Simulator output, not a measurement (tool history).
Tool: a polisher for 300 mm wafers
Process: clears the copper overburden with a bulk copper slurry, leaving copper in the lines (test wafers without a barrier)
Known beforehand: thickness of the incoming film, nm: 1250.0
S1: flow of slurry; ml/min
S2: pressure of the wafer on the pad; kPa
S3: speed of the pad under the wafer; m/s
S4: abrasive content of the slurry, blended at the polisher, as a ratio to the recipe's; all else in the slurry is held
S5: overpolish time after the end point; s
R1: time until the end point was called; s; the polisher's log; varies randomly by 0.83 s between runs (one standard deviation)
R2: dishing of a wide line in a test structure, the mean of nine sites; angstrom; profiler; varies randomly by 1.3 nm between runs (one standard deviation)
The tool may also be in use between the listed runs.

run 1 hour=0 | S1=150 S2=24.1 S3=1.28 S4=1 S5=10 | R1=98.509 R2=630.48
run 2 hour=8.4 | S1=150 S2=24.1 S3=1.28 S4=1 S5=12 | R1=101.23 R2=691.55
run 3 hour=16 | S1=150 S2=24.1 S3=1.28 S4=1.15 S5=12 | R1=97.635 R2=720.55
run 4 hour=24.8 | S1=150 S2=25.5 S3=1.28 S4=1.15 S5=12 | R1=93.866 R2=748.51
run 5 hour=25.4 | S1=150 S2=25.5 S3=1.5 S4=1.15 S5=12 | R1=83.632 R2=789.59
run 6 hour=32.5 | S1=150 S2=26.9 S3=1.52 S4=1.15 S5=12 | R1=80.84 R2=791.13
run 7 hour=36.6 | S1=150 S2=28.3 S3=1.54 S4=1.15 S5=12 | R1=76.972 R2=826.38
run 8 hour=41.5 | S1=150 S2=28.3 S3=1.54 S4=1.15 S5=12 | R1=75.82 R2=831.85

For run 9, what comes out?
run 9 hour=49.2 | S1=150 S2=29 S3=1.54 S4=1.15 S5=12 | R1=? R2=?

{"run 9": {"R1": 74.693, "R2": 835.72}}
